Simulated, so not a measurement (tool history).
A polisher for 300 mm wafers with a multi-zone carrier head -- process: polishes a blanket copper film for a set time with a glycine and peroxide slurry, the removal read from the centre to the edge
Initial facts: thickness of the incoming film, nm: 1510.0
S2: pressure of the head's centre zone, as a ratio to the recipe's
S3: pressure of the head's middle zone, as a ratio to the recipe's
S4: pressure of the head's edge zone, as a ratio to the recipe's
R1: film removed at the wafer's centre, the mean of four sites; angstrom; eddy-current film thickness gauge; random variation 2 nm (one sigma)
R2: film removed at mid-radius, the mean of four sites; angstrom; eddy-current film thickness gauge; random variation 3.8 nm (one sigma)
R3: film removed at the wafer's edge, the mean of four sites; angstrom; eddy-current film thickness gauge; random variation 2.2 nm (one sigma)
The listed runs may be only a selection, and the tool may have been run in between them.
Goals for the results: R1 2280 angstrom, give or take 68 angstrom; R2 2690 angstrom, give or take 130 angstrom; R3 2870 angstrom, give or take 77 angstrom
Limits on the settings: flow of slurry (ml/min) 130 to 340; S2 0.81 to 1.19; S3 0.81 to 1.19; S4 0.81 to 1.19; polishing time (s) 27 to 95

{"run": 1, "hour": 0.0, "flow of slurry (ml/min)": 220, "S2": 1, "S3": 1, "S4": 1, "polishing time (s)": 61, "R1": 2655.1, "R2": 2542.3, "R3": 2612.4}
{"run": 2, "hour": 3.9, "flow of slurry (ml/min)": 220, "S2": 1, "S3": 1, "S4": 1.08, "polishing time (s)": 61, "R1": 2633.9, "R2": 2570.7, "R3": 2766.5}
{"run": 3, "hour": 10.8, "flow of slurry (ml/min)": 215, "S2": 0.98, "S3": 1.01, "S4": 1.09, "polishing time (s)": 61, "R1": 2591, "R2": 2553, "R3": 2733}
{"run": 4, "hour": 12.4, "flow of slurry (ml/min)": 170, "S2": 0.98, "S3": 1.01, "S4": 1.09, "polishing time (s)": 61, "R1": 2445.1, "R2": 2428.4, "R3": 2685}
{"run": 5, "hour": 13.0, "flow of slurry (ml/min)": 210, "S2": 0.98, "S3": 1.01, "S4": 1.09, "polishing time (s)": 61, "R1": 2564.6, "R2": 2539, "R3": 2764.5}
{"run": 6, "hour": 14.6, "flow of slurry (ml/min)": 205, "S2": 0.96, "S3": 1.03, "S4": 1.1, "polishing time (s)": 61, "R1": 2476.6, "R2": 2565.7, "R3": 2767.7}
{"run": 7, "hour": 22.5, "flow of slurry (ml/min)": 200, "S2": 0.95, "S3": 1.04, "S4": 1.11, "polishing time (s)": 61, "R1": 2495.6, "R2": 2556.8, "R3": 2778.6}
{"run": 8, "hour": 30.3, "flow of slurry (ml/min)": 195, "S2": 0.93, "S3": 1.06, "S4": 1.12, "polishing time (s)": 61, "R1": 2379.3, "R2": 2628.1, "R3": 2772.8}
{"run": 9, "hour": 33.8, "flow of slurry (ml/min)": 195, "S2": 0.92, "S3": 1.06, "S4": 1.13, "polishing time (s)": 61, "R1": 2381.9, "R2": 2636.3, "R3": 2809.4}

Which one of the following 4 next-run settings gets every result inside its allowed miss? There is exactly one.
{"run": "A", "hour": 37.3, "flow of slurry (ml/min)": 175, "S2": 0.93, "S3": 1.03, "S4": 1.09, "polishing time (s)": 65, "R1": "?", "R2": "?", "R3": "?"}
{"run": "B", "hour": 37.3, "flow of slurry (ml/min)": 225, "S2": 0.88, "S3": 1.07, "S4": 1.19, "polishing time (s)": 60, "R1": "?", "R2": "?", "R3": "?"}
{"run": "C", "hour": 37.3, "flow of slurry (ml/min)": 140, "S2": 0.83, "S3": 1.04, "S4": 1.17, "polishing time (s)": 66, "R1": "?", "R2": "?", "R3": "?"}
{"run": "D", "hour": 37.3, "flow of slurry (ml/min)": 225, "S2": 0.97, "S3": 1.14, "S4": 1.05, "polishing time (s)": 60, "R1": "?", "R2": "?", "R3": "?"}

move=A R1=2508.5 R2=2726 R3=2874.2
move=B R1=2293.9 R2=2708.5 R3=2859.6
move=C R1=2149.4 R2=2659.5 R3=2922.1
move=D R1=2531.8 R2=2858.8 R3=2680.2
A: the biggest miss grows against the last run
B: hits every target within its allowed miss
C: takes the result that was furthest off past its target
D: the biggest miss grows against the last run
Go with B: it meets all targets.
